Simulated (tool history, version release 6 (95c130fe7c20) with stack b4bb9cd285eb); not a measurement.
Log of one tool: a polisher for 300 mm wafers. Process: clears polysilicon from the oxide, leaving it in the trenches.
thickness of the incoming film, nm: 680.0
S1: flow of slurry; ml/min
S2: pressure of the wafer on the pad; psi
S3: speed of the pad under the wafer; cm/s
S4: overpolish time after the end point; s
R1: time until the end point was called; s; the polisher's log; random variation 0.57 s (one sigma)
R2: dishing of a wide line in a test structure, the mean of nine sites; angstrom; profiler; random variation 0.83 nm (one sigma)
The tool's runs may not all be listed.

| run | day | S1 | S2 | S3 | S4 | R1 | R2 |
|---|---|---|---|---|---|---|---|
| 1 | 0.000 | 190 | 3.5 | 90 | 13 | 40.529 | 505.45 |
| 2 | 0.117 | 190 | 3.7 | 90 | 11 | 38.209 | 510.65 |
| 3 | 0.271 | 190 | 3.7 | 94 | 9 | 37.202 | 479.65 |
| 4 | 0.621 | 190 | 3.0 | 94 | 9 | 45.810 | 456.16 |
| 5 | 0.967 | 190 | 3.8 | 94 | 9 | 36.756 | 484.18 |
| 6 | 1.025 | 190 | 3.8 | 94 | 14 | 37.599 | 518.89 |
| 7 | 1.362 | 190 | 3.9 | 96 | 12 | 34.963 | 527.31 |

Run 8 comes next. What will it give?
| 8 | 1.433 | 190 | 4.0 | 98 | 10 | ? | ? |

Run 8 gave R1 33.446 s, R2 515.65 angstrom.
